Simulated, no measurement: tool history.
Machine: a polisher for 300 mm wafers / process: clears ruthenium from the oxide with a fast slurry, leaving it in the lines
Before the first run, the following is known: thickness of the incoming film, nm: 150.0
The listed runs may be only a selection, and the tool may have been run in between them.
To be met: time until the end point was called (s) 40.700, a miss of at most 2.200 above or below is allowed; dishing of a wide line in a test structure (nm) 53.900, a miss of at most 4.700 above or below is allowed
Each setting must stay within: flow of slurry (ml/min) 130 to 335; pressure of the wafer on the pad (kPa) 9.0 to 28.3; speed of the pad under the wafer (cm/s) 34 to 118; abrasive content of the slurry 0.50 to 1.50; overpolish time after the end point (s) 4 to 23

run,hour,flow of slurry (ml/min),pressure of the wafer on the pad (kPa),speed of the pad under the wafer (cm/s),abrasive content of the slurry,overpolish time after the end point (s),time until the end point was called (s),dishing of a wide line in a test structure (nm)
1,0.0,215,18.6,76,1.00,12,41.695,33.558
2,3.7,215,18.6,86,1.00,12,37.644,36.653
3,7.7,215,18.6,86,1.00,8,37.500,25.917
4,8.7,215,18.6,86,1.15,8,35.660,26.443
5,10.6,215,18.6,94,1.15,8,33.980,27.855
6,14.1,215,18.6,94,1.15,13,33.957,44.359
7,19.5,215,17.9,94,1.15,14,34.877,45.941
8,23.0,210,16.5,92,1.15,16,37.201,48.634
9,26.4,210,15.9,90,1.15,17,38.178,48.333

Of the 4 settings listed for the next run, only one would bring every result within its allowed miss of target. Which one?
A,29.8,140,17.2,100,1.20,17,?,?
B,29.8,230,16.5,90,1.15,15,?,?
C,29.8,195,16.5,88,1.05,19,?,?
D,29.8,175,15.9,84,1.35,14,?,?

move,time until the end point was called (s),dishing of a wide line in a test structure (nm)
A,36.220,52.540
B,37.926,45.166
C,40.965,51.997
D,40.427,40.079
A: corrects the largest miss of the last run, while another result sits out of spec
B: the biggest miss grows against the last run
C: all results in spec
D: the biggest miss grows against the last run
Answer: C

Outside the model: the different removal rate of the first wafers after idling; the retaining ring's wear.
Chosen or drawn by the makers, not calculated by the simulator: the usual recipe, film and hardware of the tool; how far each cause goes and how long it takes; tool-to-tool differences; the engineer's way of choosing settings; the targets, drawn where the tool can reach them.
